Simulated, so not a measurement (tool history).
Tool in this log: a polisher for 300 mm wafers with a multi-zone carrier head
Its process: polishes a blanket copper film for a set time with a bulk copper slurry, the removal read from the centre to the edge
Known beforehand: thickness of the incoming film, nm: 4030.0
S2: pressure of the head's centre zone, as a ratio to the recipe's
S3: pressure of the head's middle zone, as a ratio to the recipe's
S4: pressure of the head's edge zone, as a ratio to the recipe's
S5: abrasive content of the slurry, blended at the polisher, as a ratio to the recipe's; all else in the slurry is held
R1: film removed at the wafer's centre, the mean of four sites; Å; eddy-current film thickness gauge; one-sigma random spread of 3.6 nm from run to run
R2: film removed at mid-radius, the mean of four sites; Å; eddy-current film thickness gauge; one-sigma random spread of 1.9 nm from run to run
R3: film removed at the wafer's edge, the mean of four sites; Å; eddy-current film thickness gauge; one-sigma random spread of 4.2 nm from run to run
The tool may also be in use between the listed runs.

run 1 day=0 | flow_of_slurry_(ml/min)=265 S2=1 S3=1 S4=1 S5=1 polishing_time_(s)=57 | R1=5041.1 R2=4868.4 R3=4613.7
run 2 day=0.35 | flow_of_slurry_(ml/min)=265 S2=1 S3=1 S4=1 S5=1.2 polishing_time_(s)=57 | R1=5141.1 R2=5075.2 R3=4846.7
run 3 day=0.525 | flow_of_slurry_(ml/min)=265 S2=1 S3=1 S4=1 S5=1.2 polishing_time_(s)=69 | R1=6269.8 R2=6108.8 R3=6081.8
run 4 day=0.571 | flow_of_slurry_(ml/min)=265 S2=1 S3=1 S4=1.05 S5=1.2 polishing_time_(s)=69 | R1=6262.7 R2=6077.3 R3=6316.7
run 5 day=0.821 | flow_of_slurry_(ml/min)=245 S2=0.94 S3=0.97 S4=1.07 S5=1.05 polishing_time_(s)=58 | R1=4738.8 R2=4812.7 R3=5082.3
run 6 day=1.167 | flow_of_slurry_(ml/min)=195 S2=0.94 S3=0.97 S4=1.07 S5=1.05 polishing_time_(s)=58 | R1=4573.9 R2=4682.3 R3=4997

For run 7, what comes out?
run 7 day=1.396 | flow_of_slurry_(ml/min)=185 S2=0.91 S3=0.94 S4=1.06 S5=0.9 polishing_time_(s)=51 | R1=? R2=? R3=?

Run 7 measured R1 3665.3 Å, R2 3809.7 Å, R3 4164 Å.
